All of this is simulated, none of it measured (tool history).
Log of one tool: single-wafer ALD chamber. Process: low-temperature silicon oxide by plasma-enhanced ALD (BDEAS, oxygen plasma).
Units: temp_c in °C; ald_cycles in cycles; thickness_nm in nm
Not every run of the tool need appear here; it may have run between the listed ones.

Run 1, hour 0.0: temp_c 90 °C, ald_cycles 18 cycles. Result: thickness_nm 2.6880 nm.
Run 2, hour 5.9: temp_c 90 °C, ald_cycles 19 cycles. Result: thickness_nm 2.8369 nm.
Run 3, hour 7.0: temp_c 99 °C, ald_cycles 19 cycles. Result: thickness_nm 2.7671 nm.
Run 4, hour 11.5: temp_c 101 °C, ald_cycles 19 cycles. Result: thickness_nm 2.7368 nm.
Run 5, hour 17.6: temp_c 103 °C, ald_cycles 19 cycles. Result: thickness_nm 2.7312 nm.
Run 6, hour 22.2: temp_c 104 °C, ald_cycles 19 cycles. Result: thickness_nm 2.7291 nm.
Run 7, hour 28.3: temp_c 113 °C, ald_cycles 17 cycles. Result: thickness_nm 2.4006 nm.
Run 8, hour 33.5: temp_c 112 °C, ald_cycles 17 cycles. Result: thickness_nm 2.4134 nm.
Run 9, hour 38.5: temp_c 111 °C, ald_cycles 17 cycles. Result: thickness_nm 2.4219 nm.

Run 10 is up next; what results do you expect?
Run 10, hour 45.0: temp_c 110 °C, ald_cycles 17 cycles. Result: thickness_nm ?.

thickness_nm: 2.4036 nm

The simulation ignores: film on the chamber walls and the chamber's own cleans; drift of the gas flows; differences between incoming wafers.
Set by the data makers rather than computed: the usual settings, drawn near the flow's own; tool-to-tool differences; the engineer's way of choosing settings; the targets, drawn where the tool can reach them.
